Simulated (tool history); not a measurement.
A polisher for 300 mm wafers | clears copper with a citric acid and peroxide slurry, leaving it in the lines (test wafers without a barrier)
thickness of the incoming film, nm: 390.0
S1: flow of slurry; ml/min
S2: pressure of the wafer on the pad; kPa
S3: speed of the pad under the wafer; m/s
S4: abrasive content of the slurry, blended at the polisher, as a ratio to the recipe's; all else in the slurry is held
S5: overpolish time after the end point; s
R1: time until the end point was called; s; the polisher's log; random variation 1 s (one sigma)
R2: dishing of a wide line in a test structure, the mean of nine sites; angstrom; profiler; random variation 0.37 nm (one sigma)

{"run": 1, "day": 0.0, "S1": 315, "S2": 20.0, "S3": 1.34, "S4": 1.0, "S5": 20, "R1": 135.76, "R2": 244.17}
{"run": 2, "day": 0.238, "S1": 315, "S2": 20.0, "S3": 1.34, "S4": 1.1, "S5": 20, "R1": 136.79, "R2": 240.09}
{"run": 3, "day": 0.446, "S1": 315, "S2": 20.7, "S3": 1.34, "S4": 1.1, "S5": 20, "R1": 128.63, "R2": 246.91}
{"run": 4, "day": 0.7, "S1": 315, "S2": 21.4, "S3": 1.34, "S4": 1.1, "S5": 20, "R1": 127.4, "R2": 256.92}
{"run": 5, "day": 0.946, "S1": 355, "S2": 21.4, "S3": 1.34, "S4": 1.1, "S5": 20, "R1": 122.93, "R2": 250.18}
{"run": 6, "day": 1.15, "S1": 355, "S2": 21.4, "S3": 1.34, "S4": 0.95, "S5": 20, "R1": 129.82, "R2": 248.24}

The next listed run, before its measurement:
{"run": 7, "day": 1.367, "S1": 355, "S2": 22.1, "S3": 1.34, "S4": 0.95, "S5": 20, "R1": "?", "R2": "?"}

{"run 7": {"R1": 125.58, "R2": 253.38}}
